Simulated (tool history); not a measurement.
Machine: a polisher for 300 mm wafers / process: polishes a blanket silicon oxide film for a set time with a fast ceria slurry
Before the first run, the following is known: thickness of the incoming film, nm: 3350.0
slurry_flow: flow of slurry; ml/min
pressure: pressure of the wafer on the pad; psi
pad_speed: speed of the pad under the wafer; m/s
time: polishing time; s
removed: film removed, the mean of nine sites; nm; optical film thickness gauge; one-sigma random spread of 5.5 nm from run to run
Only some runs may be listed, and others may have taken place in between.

{"run": 1, "day": 0.0, "slurry_flow": 155, "pressure": 3.4, "pad_speed": 0.88, "time": 38, "removed": 642.83}
{"run": 2, "day": 0.35, "slurry_flow": 155, "pressure": 3.4, "pad_speed": 0.74, "time": 38, "removed": 555.02}
{"run": 3, "day": 0.562, "slurry_flow": 185, "pressure": 3.4, "pad_speed": 0.74, "time": 38, "removed": 562.72}
{"run": 4, "day": 0.921, "slurry_flow": 185, "pressure": 3.3, "pad_speed": 0.74, "time": 38, "removed": 557.68}
{"run": 5, "day": 1.146, "slurry_flow": 150, "pressure": 3.3, "pad_speed": 0.74, "time": 38, "removed": 527.18}
{"run": 6, "day": 1.312, "slurry_flow": 150, "pressure": 3.3, "pad_speed": 0.92, "time": 38, "removed": 654.47}
{"run": 7, "day": 1.496, "slurry_flow": 150, "pressure": 3.1, "pad_speed": 0.92, "time": 38, "removed": 632.64}
{"run": 8, "day": 1.683, "slurry_flow": 150, "pressure": 2.8, "pad_speed": 0.92, "time": 38, "removed": 593.45}
{"run": 9, "day": 1.729, "slurry_flow": 150, "pressure": 2.6, "pad_speed": 0.92, "time": 38, "removed": 545.74}

What will run 10 give?
{"run": 10, "day": 1.954, "slurry_flow": 150, "pressure": 2.5, "pad_speed": 0.92, "time": 38, "removed": "?"}

Run 10 came out at removed 533.53 nm.
